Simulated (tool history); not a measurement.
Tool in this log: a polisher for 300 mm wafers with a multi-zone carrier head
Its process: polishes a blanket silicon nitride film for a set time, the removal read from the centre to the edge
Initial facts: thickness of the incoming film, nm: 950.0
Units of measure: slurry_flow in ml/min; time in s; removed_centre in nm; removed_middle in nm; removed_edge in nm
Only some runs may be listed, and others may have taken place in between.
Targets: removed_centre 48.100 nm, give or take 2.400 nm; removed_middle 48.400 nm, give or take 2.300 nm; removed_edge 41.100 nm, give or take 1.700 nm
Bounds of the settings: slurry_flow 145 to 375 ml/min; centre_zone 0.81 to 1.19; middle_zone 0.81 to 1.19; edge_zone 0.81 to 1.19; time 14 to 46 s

run    day  slurry_flow  centre_zone  middle_zone  edge_zone  time  removed_centre  removed_middle  removed_edge
  1  0.000          240         1.00         1.00       1.00    30          31.485          32.045        32.081
  2  0.029          240         1.00         1.00       1.00    25          26.261          25.706        25.909
  3  0.129          240         1.00         1.08       1.00    25          25.827          26.765        25.548
  4  0.204          250         1.03         1.10       0.99    28          29.762          30.924        28.556
  5  0.492          260         1.06         1.11       0.99    30          32.886          34.218        30.698
  6  0.792          265         1.09         1.11       0.99    32          36.487          36.455        33.890
  7  1.112          275         1.11         1.13       0.98    33          39.177          37.609        33.449
  8  1.167          280         1.11         1.14       0.98    34          39.647          40.163        36.295
  9  1.488          285         1.12         1.15       0.97    35          41.016          40.157        36.154
 10  1.546          270         1.13         1.16       0.97    36          43.413          41.771        37.450
 11  1.588          290         1.14         1.17       0.97    37          45.406          44.732        38.307
 12  1.667          295         1.14         1.17       0.98    37          44.593          42.935        38.838
 13  1.850          295         1.14         1.17       0.97    38          45.905          46.108        39.318

Which one of the following 4 next-run settings gets every result inside its allowed miss? There is exactly one.
  A  2.033          285         1.14         1.15       0.98    37               ?               ?             ?
  B  2.033          280         1.19         1.14       0.87    42               ?               ?             ?
  C  2.033          350         1.14         1.19       0.81    39               ?               ?             ?
  D  2.033          310         1.12         1.19       0.97    40               ?               ?             ?

move  removed_centre  removed_middle  removed_edge
   A          44.829          43.210        38.267
   B          53.041          48.662        41.169
   C          48.134          47.473        37.584
   D          47.991          48.227        41.378
A: moves away from the targets compared with the last run
B: meets the target for the result that was furthest off, but another lies outside its allowed miss
C: moves away from the targets compared with the last run
D: each result inside its tolerance
The right move is D.

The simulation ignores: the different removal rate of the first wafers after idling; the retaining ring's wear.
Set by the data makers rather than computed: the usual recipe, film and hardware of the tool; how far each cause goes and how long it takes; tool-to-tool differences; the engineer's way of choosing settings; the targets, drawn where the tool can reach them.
